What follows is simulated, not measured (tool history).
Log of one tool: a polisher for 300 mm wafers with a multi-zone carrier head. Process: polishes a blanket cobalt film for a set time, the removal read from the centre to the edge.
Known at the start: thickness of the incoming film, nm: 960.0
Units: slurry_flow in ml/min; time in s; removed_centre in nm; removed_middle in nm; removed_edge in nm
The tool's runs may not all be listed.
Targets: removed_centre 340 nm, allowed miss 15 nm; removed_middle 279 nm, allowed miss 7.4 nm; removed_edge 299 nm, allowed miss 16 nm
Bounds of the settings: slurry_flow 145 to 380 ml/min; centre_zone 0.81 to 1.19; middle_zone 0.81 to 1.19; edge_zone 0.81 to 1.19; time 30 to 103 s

run 1 hour=0 | slurry_flow=245 centre_zone=1 middle_zone=1 edge_zone=1 time=66 | removed_centre=350.91 removed_middle=351.64 removed_edge=355.51
run 2 hour=6.3 | slurry_flow=240 centre_zone=1.02 middle_zone=0.96 edge_zone=0.96 time=64 | removed_centre=345.4 removed_middle=327.31 removed_edge=327.66
run 3 hour=15 | slurry_flow=240 centre_zone=1.02 middle_zone=0.96 edge_zone=0.93 time=64 | removed_centre=339.6 removed_middle=330.16 removed_edge=329.71
run 4 hour=23.3 | slurry_flow=235 centre_zone=1.03 middle_zone=0.93 edge_zone=0.92 time=63 | removed_centre=340.01 removed_middle=314.89 removed_edge=322.77
run 5 hour=27.7 | slurry_flow=235 centre_zone=0.99 middle_zone=0.93 edge_zone=0.92 time=63 | removed_centre=329.27 removed_middle=315.94 removed_edge=320.67
run 6 hour=30.6 | slurry_flow=235 centre_zone=0.99 middle_zone=0.96 edge_zone=0.92 time=63 | removed_centre=323.98 removed_middle=329.27 removed_edge=327.52
run 7 hour=35.3 | slurry_flow=235 centre_zone=0.99 middle_zone=0.96 edge_zone=0.92 time=63 | removed_centre=324.63 removed_middle=322.95 removed_edge=320.1
run 8 hour=37.1 | slurry_flow=230 centre_zone=1.01 middle_zone=0.93 edge_zone=0.91 time=63 | removed_centre=340.81 removed_middle=311.98 removed_edge=325.25

Which of these 5 next moves meets every target?
run A hour=38.9 | slurry_flow=215 centre_zone=1.19 middle_zone=1.04 edge_zone=0.82 time=58 | removed_centre=? removed_middle=? removed_edge=?
run B hour=38.9 | slurry_flow=330 centre_zone=1.04 middle_zone=1.11 edge_zone=0.81 time=62 | removed_centre=? removed_middle=? removed_edge=?
run C hour=38.9 | slurry_flow=225 centre_zone=1.1 middle_zone=0.88 edge_zone=0.92 time=59 | removed_centre=? removed_middle=? removed_edge=?
run D hour=38.9 | slurry_flow=255 centre_zone=1.15 middle_zone=1.02 edge_zone=0.85 time=60 | removed_centre=? removed_middle=? removed_edge=?
run E hour=38.9 | slurry_flow=310 centre_zone=1.12 middle_zone=1.05 edge_zone=0.91 time=59 | removed_centre=? removed_middle=? removed_edge=?

move=A removed_centre=363.21 removed_middle=319.48 removed_edge=276.16
move=B removed_centre=351.46 removed_middle=372.23 removed_edge=300.39
move=C removed_centre=342.7 removed_middle=283.55 removed_edge=293.81
move=D removed_centre=368.16 removed_middle=329.14 removed_edge=291.96
move=E removed_centre=358.06 removed_middle=336.22 removed_edge=296.96
A: further off than the last run
B: further off than the last run
C: meets every target
D: further off than the last run
E: further off than the last run
Move C is the one to make.
